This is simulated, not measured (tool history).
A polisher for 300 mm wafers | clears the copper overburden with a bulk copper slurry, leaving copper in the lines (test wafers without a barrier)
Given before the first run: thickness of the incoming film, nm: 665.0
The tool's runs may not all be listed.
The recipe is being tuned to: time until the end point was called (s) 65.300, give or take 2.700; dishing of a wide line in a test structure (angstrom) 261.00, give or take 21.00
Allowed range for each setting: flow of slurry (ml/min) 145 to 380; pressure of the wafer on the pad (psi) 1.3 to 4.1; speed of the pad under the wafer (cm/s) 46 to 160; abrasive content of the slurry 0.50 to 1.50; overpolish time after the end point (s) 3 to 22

run,hour,flow of slurry (ml/min),pressure of the wafer on the pad (psi),speed of the pad under the wafer (cm/s),abrasive content of the slurry,overpolish time after the end point (s),time until the end point was called (s),dishing of a wide line in a test structure (angstrom)
1,0.0,245,2.7,102,1.00,11,78.140,515.90
2,1.9,245,2.7,106,1.00,9,76.642,465.69
3,3.6,245,2.7,106,0.85,9,78.765,440.58
4,6.2,245,2.7,106,0.85,14,77.635,611.43
5,13.1,245,2.7,106,0.85,10,79.892,483.27
6,21.9,245,2.7,86,0.85,10,95.358,432.27
7,28.2,220,2.6,106,0.75,8,85.699,396.32
8,34.8,255,2.4,120,0.70,7,81.724,353.34
9,38.9,290,2.4,128,0.65,6,77.053,315.89
10,46.3,310,2.5,130,0.60,5,73.072,289.53
11,51.2,315,2.6,130,0.60,4,70.792,238.80
12,58.6,310,2.6,130,0.60,4,70.506,239.96

Exercise: of the 4 proposed moves below, exactly one satisfies all targets within the stated allowed misses. Which move is it?
A,66.0,255,2.8,120,0.90,5,?,?
B,66.0,300,2.0,154,1.00,6,?,?
C,66.0,260,3.1,128,0.70,3,?,?
D,66.0,355,3.3,106,0.70,4,?,?

move,time until the end point was called (s),dishing of a wide line in a test structure (angstrom)
A,65.245,317.40
B,68.104,350.31
C,58.444,223.11
D,64.309,265.89
A: the worst result of the last run now meets its target, but another is out of spec
B: its largest miss is bigger than the last run's
C: carries the result that was furthest off beyond its target, to the other side
D: all results land within tolerance of their targets
Correct choice: D, which meets every target

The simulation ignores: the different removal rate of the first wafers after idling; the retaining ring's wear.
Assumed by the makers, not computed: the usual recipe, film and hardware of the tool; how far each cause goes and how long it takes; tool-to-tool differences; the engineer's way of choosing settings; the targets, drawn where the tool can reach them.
